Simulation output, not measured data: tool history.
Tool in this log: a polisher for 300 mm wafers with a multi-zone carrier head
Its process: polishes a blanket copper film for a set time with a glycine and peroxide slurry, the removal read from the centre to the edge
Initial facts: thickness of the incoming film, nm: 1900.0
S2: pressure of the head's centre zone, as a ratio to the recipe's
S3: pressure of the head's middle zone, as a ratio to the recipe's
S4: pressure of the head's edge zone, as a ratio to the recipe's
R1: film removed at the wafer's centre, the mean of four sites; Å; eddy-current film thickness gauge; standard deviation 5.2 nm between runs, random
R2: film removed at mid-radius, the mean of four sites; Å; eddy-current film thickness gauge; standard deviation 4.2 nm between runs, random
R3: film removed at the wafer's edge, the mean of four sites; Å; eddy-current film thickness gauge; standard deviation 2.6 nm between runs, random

{"run": 1, "day": 0.0, "flow of slurry (ml/min)": 190, "S2": 1, "S3": 1, "S4": 1, "polishing time (s)": 67, "R1": 3144.9, "R2": 2994.8, "R3": 3076.9}
{"run": 2, "day": 0.162, "flow of slurry (ml/min)": 200, "S2": 0.98, "S3": 1.04, "S4": 1.04, "polishing time (s)": 70, "R1": 3211.8, "R2": 3266.8, "R3": 3271}
{"run": 3, "day": 0.238, "flow of slurry (ml/min)": 200, "S2": 0.98, "S3": 0.98, "S4": 1.04, "polishing time (s)": 70, "R1": 3229.3, "R2": 3127.9, "R3": 3285.1}
{"run": 4, "day": 0.375, "flow of slurry (ml/min)": 200, "S2": 1.02, "S3": 0.98, "S4": 1.04, "polishing time (s)": 70, "R1": 3462.8, "R2": 3114.7, "R3": 3300.8}
{"run": 5, "day": 0.638, "flow of slurry (ml/min)": 200, "S2": 1.02, "S3": 0.98, "S4": 1.04, "polishing time (s)": 82, "R1": 3997.7, "R2": 3643.4, "R3": 3839.9}
{"run": 6, "day": 0.746, "flow of slurry (ml/min)": 210, "S2": 0.99, "S3": 1.01, "S4": 1.06, "polishing time (s)": 82, "R1": 3847.3, "R2": 3797.5, "R3": 3918.2}
{"run": 7, "day": 1.025, "flow of slurry (ml/min)": 220, "S2": 0.98, "S3": 1.03, "S4": 1.07, "polishing time (s)": 82, "R1": 3780.2, "R2": 3812.8, "R3": 3973.1}
{"run": 8, "day": 1.288, "flow of slurry (ml/min)": 225, "S2": 0.97, "S3": 1.07, "S4": 1.08, "polishing time (s)": 83, "R1": 3830.9, "R2": 3990.2, "R3": 4052.6}

What does the tool deliver on the next run?
{"run": 9, "day": 1.417, "flow of slurry (ml/min)": 230, "S2": 0.96, "S3": 1.09, "S4": 1.08, "polishing time (s)": 83, "R1": "?", "R2": "?", "R3": "?"}

Run 9 produced R1 3820 Å, R2 4134.4 Å, R3 4059 Å.
